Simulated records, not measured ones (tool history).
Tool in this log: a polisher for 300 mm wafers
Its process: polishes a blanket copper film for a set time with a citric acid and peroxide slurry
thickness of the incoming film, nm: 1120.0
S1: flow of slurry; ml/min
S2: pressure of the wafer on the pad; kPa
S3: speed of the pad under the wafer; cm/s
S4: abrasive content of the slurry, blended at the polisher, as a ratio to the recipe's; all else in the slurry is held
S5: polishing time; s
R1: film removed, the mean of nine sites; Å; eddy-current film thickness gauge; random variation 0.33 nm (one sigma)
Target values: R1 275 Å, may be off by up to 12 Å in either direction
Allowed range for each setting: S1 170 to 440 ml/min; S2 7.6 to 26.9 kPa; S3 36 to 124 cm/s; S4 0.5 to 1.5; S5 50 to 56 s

| run | hour | S1 | S2 | S3 | S4 | S5 | R1 |
|---|---|---|---|---|---|---|---|
| 1 | 0 | 280 | 17.2 | 80 | 1 | 56 | 753.43 |
| 2 | 8.8 | 280 | 14.5 | 68 | 1 | 55 | 529.28 |
| 3 | 11.8 | 280 | 12.4 | 62 | 1 | 55 | 417.53 |
| 4 | 19.2 | 280 | 12.4 | 62 | 1 | 50 | 393.52 |
| 5 | 24.5 | 280 | 11 | 62 | 1 | 50 | 350.19 |
| 6 | 25.3 | 280 | 11 | 62 | 1 | 56 | 385.98 |
| 7 | 32.8 | 280 | 9.7 | 60 | 1 | 56 | 336.23 |
| 8 | 34.9 | 280 | 9 | 58 | 1 | 56 | 314.7 |
| 9 | 38.6 | 280 | 7.6 | 52 | 1 | 56 | 242.81 |
| 10 | 41.7 | 280 | 7.6 | 52 | 1 | 56 | 245.29 |
| 11 | 46.4 | 280 | 9.7 | 52 | 1 | 56 | 299.93 |
| 12 | 50.1 | 280 | 9.7 | 52 | 1 | 56 | 301.73 |

5 next moves are on the table. One of them brings every result within its allowed miss. Which?
| A | 53.8 | 175 | 10.3 | 50 | 1.3 | 56 | ? |
| B | 53.8 | 350 | 11 | 46 | 1.1 | 54 | ? |
| C | 53.8 | 295 | 13.1 | 44 | 0.8 | 52 | ? |
| D | 53.8 | 255 | 9.7 | 64 | 0.85 | 50 | ? |
| E | 53.8 | 275 | 8.3 | 60 | 1.15 | 50 | ? |

| move | R1 |
|---|---|
| A | 313.18 |
| B | 311.9 |
| C | 302.17 |
| D | 295.52 |
| E | 270.42 |
A: misses by more than the last run did
B: misses by more than the last run did
C: no better and no worse than the last run
D: gains on the last run, yet a result remains outside its allowed miss
E: each result inside its tolerance
The move that meets every target is E.
